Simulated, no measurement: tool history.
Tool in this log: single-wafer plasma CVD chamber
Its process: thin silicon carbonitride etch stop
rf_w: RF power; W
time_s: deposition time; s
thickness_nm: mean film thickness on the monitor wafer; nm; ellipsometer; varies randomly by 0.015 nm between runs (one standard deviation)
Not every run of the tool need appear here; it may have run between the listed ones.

run	hour	rf_w	time_s	thickness_nm
1	0	235	12.2	7.0448
2	4.8	235	13.1	7.5717
3	10.9	265	13.1	7.9522
4	19.4	240	13.1	7.6169
5	28.2	240	13.7	7.9833
6	35	225	13.7	7.761
7	41.5	215	13.4	7.3907

What will run 8 give?
8	44.7	175	12.3	?

{"run 8": {"thickness_nm": 6.1401}}
